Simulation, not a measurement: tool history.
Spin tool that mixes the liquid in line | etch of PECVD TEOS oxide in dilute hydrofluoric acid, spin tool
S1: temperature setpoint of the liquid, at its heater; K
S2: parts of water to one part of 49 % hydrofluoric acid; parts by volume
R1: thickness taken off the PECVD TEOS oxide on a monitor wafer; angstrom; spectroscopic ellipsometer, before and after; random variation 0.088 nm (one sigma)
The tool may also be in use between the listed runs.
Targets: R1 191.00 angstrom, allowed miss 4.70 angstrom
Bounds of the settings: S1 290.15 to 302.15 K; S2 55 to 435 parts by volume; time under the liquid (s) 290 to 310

{"run": 1, "hour": 0.0, "S1": 294.15, "S2": 245, "time under the liquid (s)": 290, "R1": 101.45}
{"run": 2, "hour": 5.7, "S1": 296.15, "S2": 245, "time under the liquid (s)": 290, "R1": 111.37}
{"run": 3, "hour": 7.3, "S1": 296.15, "S2": 245, "time under the liquid (s)": 310, "R1": 117.39}
{"run": 4, "hour": 13.1, "S1": 297.65, "S2": 245, "time under the liquid (s)": 310, "R1": 125.08}
{"run": 5, "hour": 16.0, "S1": 298.65, "S2": 230, "time under the liquid (s)": 310, "R1": 140.71}
{"run": 6, "hour": 21.4, "S1": 299.65, "S2": 220, "time under the liquid (s)": 310, "R1": 152.28}
{"run": 7, "hour": 23.7, "S1": 300.15, "S2": 210, "time under the liquid (s)": 310, "R1": 166.83}
{"run": 8, "hour": 27.7, "S1": 300.65, "S2": 205, "time under the liquid (s)": 310, "R1": 172.87}
{"run": 9, "hour": 29.4, "S1": 300.65, "S2": 205, "time under the liquid (s)": 310, "R1": 173.37}
{"run": 10, "hour": 33.1, "S1": 301.15, "S2": 200, "time under the liquid (s)": 310, "R1": 182.61}
{"run": 11, "hour": 34.9, "S1": 301.65, "S2": 200, "time under the liquid (s)": 310, "R1": 184.45}

Which of these 5 next moves meets every target?
{"run": "A", "hour": 36.7, "S1": 301.15, "S2": 195, "time under the liquid (s)": 290, "R1": "?"}
{"run": "B", "hour": 36.7, "S1": 300.65, "S2": 180, "time under the liquid (s)": 290, "R1": "?"}
{"run": "C", "hour": 36.7, "S1": 302.15, "S2": 190, "time under the liquid (s)": 310, "R1": "?"}
{"run": "D", "hour": 36.7, "S1": 301.15, "S2": 180, "time under the liquid (s)": 300, "R1": "?"}
{"run": "E", "hour": 36.7, "S1": 299.65, "S2": 195, "time under the liquid (s)": 310, "R1": "?"}

move=A R1=176.29
move=B R1=190.71
move=C R1=201.59
move=D R1=200.90
move=E R1=178.49
A: further off than the last run
B: meets every target
C: takes the result that was furthest off past its target
D: takes the result that was furthest off past its target
E: further off than the last run
Answer: B
